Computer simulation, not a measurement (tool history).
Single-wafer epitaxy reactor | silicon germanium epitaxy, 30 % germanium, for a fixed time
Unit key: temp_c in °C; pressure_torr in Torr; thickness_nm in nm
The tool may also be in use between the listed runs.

run 1 hour=0.0 | temp_c=590 pressure_torr=18.4 | thickness_nm=46.626
run 2 hour=8.3 | temp_c=592 pressure_torr=18.4 | thickness_nm=48.551
run 3 hour=17.1 | temp_c=586 pressure_torr=18.4 | thickness_nm=42.953
run 4 hour=22.7 | temp_c=595 pressure_torr=18.4 | thickness_nm=51.828
run 5 hour=24.5 | temp_c=594 pressure_torr=18.4 | thickness_nm=50.818
run 6 hour=27.0 | temp_c=585 pressure_torr=18.4 | thickness_nm=41.616
run 7 hour=30.5 | temp_c=586 pressure_torr=18.4 | thickness_nm=42.785
run 8 hour=32.5 | temp_c=595 pressure_torr=18.5 | thickness_nm=51.908

For run 9, what comes out?
run 9 hour=34.3 | temp_c=594 pressure_torr=18.5 | thickness_nm=?

thickness_nm: 51.299 nm

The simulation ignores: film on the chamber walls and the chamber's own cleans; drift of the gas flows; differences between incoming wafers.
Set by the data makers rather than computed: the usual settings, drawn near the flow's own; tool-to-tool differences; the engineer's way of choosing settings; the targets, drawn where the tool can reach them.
